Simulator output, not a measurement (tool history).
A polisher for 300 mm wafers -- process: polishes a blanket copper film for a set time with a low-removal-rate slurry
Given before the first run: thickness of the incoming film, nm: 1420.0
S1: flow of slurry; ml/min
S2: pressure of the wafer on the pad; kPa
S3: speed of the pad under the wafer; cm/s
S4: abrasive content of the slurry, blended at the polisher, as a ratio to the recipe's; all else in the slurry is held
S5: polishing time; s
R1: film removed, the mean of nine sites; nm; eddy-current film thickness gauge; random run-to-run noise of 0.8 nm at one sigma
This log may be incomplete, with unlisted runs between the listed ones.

run,hour,S1,S2,S3,S4,S5,R1
1,0.0,155,13.1,84,1.0,69,126.900
2,8.7,155,13.1,64,1.0,69,96.113
3,16.0,155,13.1,42,1.0,69,63.678
4,22.6,155,13.1,42,1.0,72,68.340
5,30.3,120,13.1,42,1.0,72,64.160
# hour 31.9: slurry blender recalibrated
6,31.9,140,13.8,42,1.0,72,73.081
7,33.7,155,13.8,42,1.0,72,73.294

What will run 8 give?
8,38.9,165,13.8,42,1.0,72,?

Run 8 came out at R1 75.512 nm.

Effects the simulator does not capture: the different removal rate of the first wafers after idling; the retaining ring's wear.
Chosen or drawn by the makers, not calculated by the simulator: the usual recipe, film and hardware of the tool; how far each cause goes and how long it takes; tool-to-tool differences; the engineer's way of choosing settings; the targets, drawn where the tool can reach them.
